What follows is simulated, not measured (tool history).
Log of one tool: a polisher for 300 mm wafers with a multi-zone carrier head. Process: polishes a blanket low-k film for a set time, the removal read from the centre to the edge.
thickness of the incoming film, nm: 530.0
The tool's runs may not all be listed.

run	hour	flow of slurry (ml/min)	pressure of the head's centre zone	pressure of the head's middle zone	pressure of the head's edge zone	abrasive content of the slurry	polishing time (s)	film removed at the wafer's centre (angstrom)	film removed at mid-radius (angstrom)	film removed at the wafer's edge (angstrom)
1	0	145	1	1	1	1	39	173.39	174.34	179.96
2	2.5	145	1	1	0.97	0.9	39	161.14	161.9	162.97
3	8	170	1	1	0.97	0.9	39	165.84	165.66	166.23
4	14.5	170	1	1	1.03	0.9	39	169.05	169.11	171.34
5	18.9	175	0.99	1	1	0.85	39	161.54	160.78	160.25
6	25.7	175	0.99	1	1.08	0.85	39	158.04	162.28	168.21
7	32.4	180	0.97	1	1.04	0.8	39	150.14	152.54	159.57
8	34.9	185	0.96	1.01	1	0.75	39	140.57	145.85	148.21
9	38.6	190	0.96	1.02	0.97	0.75	39	142.81	149.21	147.22

Forecast run 10:
10	46.1	190	0.96	1.02	0.94	0.75	39	?	?	?

{"run 10": {"film removed at the wafer's centre (angstrom)": 139.02, "film removed at mid-radius (angstrom)": 148.84, "film removed at the wafer's edge (angstrom)": 143.48}}

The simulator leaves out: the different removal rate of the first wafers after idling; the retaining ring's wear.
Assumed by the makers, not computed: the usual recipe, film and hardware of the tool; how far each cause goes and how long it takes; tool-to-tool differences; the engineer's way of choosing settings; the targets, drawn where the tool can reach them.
